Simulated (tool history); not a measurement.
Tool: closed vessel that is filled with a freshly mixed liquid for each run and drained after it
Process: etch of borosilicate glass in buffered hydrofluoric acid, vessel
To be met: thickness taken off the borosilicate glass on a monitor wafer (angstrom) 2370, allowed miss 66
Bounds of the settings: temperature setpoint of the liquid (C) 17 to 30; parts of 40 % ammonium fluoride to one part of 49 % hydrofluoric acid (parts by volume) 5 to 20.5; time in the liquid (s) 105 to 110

| run | day | temperature setpoint of the liquid (C) | parts of 40 % ammonium fluoride to one part of 49 % hydrofluoric acid (parts by volume) | time in the liquid (s) | thickness taken off the borosilicate glass on a monitor wafer (angstrom) |
|---|---|---|---|---|---|
| 1 | 0 | 22 | 12.5 | 105 | 964.66 |
| 2 | 0.167 | 22 | 15 | 105 | 801.48 |
| 3 | 0.279 | 24 | 12.5 | 105 | 1072.6 |
| 4 | 0.479 | 25.5 | 10.5 | 105 | 1382.9 |
| 5 | 0.638 | 27 | 9.5 | 105 | 1619.8 |
| 6 | 0.929 | 28 | 8.5 | 105 | 1884.5 |
| 7 | 1.054 | 28.5 | 8 | 105 | 2071.3 |
| 8 | 1.296 | 29 | 8 | 105 | 2125.8 |
| 9 | 1.325 | 29 | 8 | 105 | 2128.3 |
| 10 | 1.446 | 29.5 | 8 | 105 | 2167.8 |

Which of these 4 next moves meets every target?
| A | 1.567 | 30 | 8 | 110 | ? |
| B | 1.567 | 28.5 | 8 | 105 | ? |
| C | 1.567 | 29 | 7 | 110 | ? |
| D | 1.567 | 29.5 | 9.5 | 105 | ? |

| move | thickness taken off the borosilicate glass on a monitor wafer (angstrom) |
|---|---|
| A | 2349 |
| B | 2074.9 |
| C | 2583.5 |
| D | 1854.4 |
A: meets every target
B: further off than the last run
C: takes the result that was furthest off past its target
D: further off than the last run
The right move is A.
